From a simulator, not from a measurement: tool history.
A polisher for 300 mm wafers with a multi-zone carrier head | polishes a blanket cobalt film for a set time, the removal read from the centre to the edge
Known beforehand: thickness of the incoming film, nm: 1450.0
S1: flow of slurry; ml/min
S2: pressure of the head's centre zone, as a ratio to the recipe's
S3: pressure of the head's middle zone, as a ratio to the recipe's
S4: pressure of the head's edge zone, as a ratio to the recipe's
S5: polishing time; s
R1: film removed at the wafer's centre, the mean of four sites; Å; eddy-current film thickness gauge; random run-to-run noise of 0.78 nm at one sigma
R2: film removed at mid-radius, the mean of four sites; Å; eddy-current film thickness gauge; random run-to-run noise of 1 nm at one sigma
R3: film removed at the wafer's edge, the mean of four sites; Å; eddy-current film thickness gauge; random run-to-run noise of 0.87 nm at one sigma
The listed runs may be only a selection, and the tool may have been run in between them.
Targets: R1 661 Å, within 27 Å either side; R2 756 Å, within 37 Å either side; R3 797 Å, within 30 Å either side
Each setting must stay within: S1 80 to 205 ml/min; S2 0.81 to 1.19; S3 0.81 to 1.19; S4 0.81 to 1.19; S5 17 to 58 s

run	hour	S1	S2	S3	S4	S5	R1	R2	R3
1	0	135	1	1	1	37	1224.7	1292.2	1297.7
2	7	120	1	1	1	37	1200.3	1243.3	1278.6
3	12.1	150	1	1	1	37	1286.8	1325	1304.8
4	18.4	145	0.97	0.99	0.98	34	1125.7	1192.6	1186.3
5	19.3	140	0.94	0.98	0.96	32	1045.9	1106.6	1099.7
6	27.2	140	0.94	0.98	0.96	28	895.92	961.02	946.79
7	33.2	130	0.92	0.97	0.96	27	839.82	920.78	915.2
8	37.8	125	0.9	0.96	0.96	26	810.62	873.1	871.87
9	41	125	0.9	0.96	0.96	26	805.48	861.34	877.05
10	44.5	120	0.88	0.96	0.97	26	769.05	874.69	869.74
11	53.2	115	0.87	0.95	0.97	26	766.69	834.14	867.22
12	55.1	95	0.81	0.98	0.97	23	609.04	751.63	762.91
13	58.9	100	0.82	0.97	0.98	23	621.61	740.5	740.83

Which of these 5 next moves meets every target?
A	62.7	120	0.87	0.96	0.95	22	?	?	?
B	62.7	100	0.86	0.91	0.98	22	?	?	?
C	62.7	120	0.82	1.02	1.02	21	?	?	?
D	62.7	80	0.83	0.95	0.98	25	?	?	?
E	62.7	150	0.87	1.05	0.87	21	?	?	?

move	R1	R2	R3
A	650.38	715.52	729.35
B	619.5	660.75	722.99
C	595.77	718.86	719.76
D	650.33	742.54	795.5
E	648.85	765.52	686.07
A: the biggest miss grows against the last run
B: the biggest miss grows against the last run
C: the biggest miss grows against the last run
D: each result inside its tolerance
E: the biggest miss grows against the last run
The move that meets every target is D.
